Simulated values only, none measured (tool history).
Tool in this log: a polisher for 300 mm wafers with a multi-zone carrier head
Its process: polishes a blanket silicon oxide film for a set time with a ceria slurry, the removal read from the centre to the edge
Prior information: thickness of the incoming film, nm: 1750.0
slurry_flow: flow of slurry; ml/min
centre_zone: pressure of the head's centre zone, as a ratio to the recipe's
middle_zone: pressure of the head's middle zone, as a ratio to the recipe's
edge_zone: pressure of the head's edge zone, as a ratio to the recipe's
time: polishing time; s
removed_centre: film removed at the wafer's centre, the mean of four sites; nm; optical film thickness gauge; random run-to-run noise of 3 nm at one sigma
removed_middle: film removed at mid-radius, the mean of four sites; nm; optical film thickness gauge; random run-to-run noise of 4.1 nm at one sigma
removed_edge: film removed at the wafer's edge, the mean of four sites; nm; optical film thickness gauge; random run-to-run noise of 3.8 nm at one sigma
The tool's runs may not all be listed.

run    day  slurry_flow  centre_zone  middle_zone  edge_zone  time  removed_centre  removed_middle  removed_edge
  1      0          220            1            1          1    63          214.54          227.45        218.11
  2  0.346          220            1         0.91          1    63          217.69          208.38        222.08
  3  0.629          225         0.99         0.96       1.02    66          222.68          226.88        236.27
  4  0.954          250         0.99         0.96       1.02    66          234.52          233.17        240.94
  5  1.254          250         0.99          0.9       1.02    66          227.18          223.27        239.88
  6  1.392          275         0.99          0.9       1.02    66          234.62          225.48        238.12

Expected results for the next run?
  7  1.554          255          0.9            1       1.03    77               ?               ?             ?

{"run 7": {"removed_centre": 243.21, "removed_middle": 284.19, "removed_edge": 278.55}}
